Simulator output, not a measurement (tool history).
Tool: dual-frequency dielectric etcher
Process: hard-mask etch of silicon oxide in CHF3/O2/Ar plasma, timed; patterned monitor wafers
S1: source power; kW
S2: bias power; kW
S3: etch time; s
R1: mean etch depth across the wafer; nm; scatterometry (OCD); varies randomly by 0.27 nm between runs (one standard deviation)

run    day    S1     S2  S3      R1
  1      0  0.61  0.161  20  39.857
  2  0.108  0.52  0.161  20   37.24
  3  0.367  0.54  0.162  20  38.807
  4  0.483  0.56  0.164  20  39.071
  5  0.583  0.58  0.165  20  39.767
  6  0.671  0.58   0.18  20  41.085

Forecast run 7:
  7  0.871  0.59  0.181  20   ?

R1: 41.532 nm
